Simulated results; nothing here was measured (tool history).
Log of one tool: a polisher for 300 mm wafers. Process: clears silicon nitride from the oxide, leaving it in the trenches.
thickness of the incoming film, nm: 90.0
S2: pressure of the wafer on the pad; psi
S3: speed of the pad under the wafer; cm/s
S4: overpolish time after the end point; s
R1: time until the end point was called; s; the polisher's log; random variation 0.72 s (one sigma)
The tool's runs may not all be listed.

run 1 day=0 | flow_of_slurry_(ml/min)=180 S2=3.5 S3=108 S4=35 | R1=85.529
run 2 day=0.35 | flow_of_slurry_(ml/min)=180 S2=2.8 S3=108 S4=35 | R1=105.95
run 3 day=0.438 | flow_of_slurry_(ml/min)=180 S2=2.8 S3=122 S4=35 | R1=94.121
run 4 day=0.812 | flow_of_slurry_(ml/min)=180 S2=3.3 S3=124 S4=35 | R1=78.496
run 5 day=1.021 | flow_of_slurry_(ml/min)=180 S2=3.6 S3=124 S4=35 | R1=72.958
run 6 day=1.142 | flow_of_slurry_(ml/min)=180 S2=3.8 S3=124 S4=35 | R1=69.397
run 7 day=1.454 | flow_of_slurry_(ml/min)=180 S2=4 S3=124 S4=35 | R1=67.231

The next listed run, before its measurement:
run 8 day=1.633 | flow_of_slurry_(ml/min)=180 S2=4.2 S3=124 S4=35 | R1=?

{"run 8": {"R1": 62.863}}
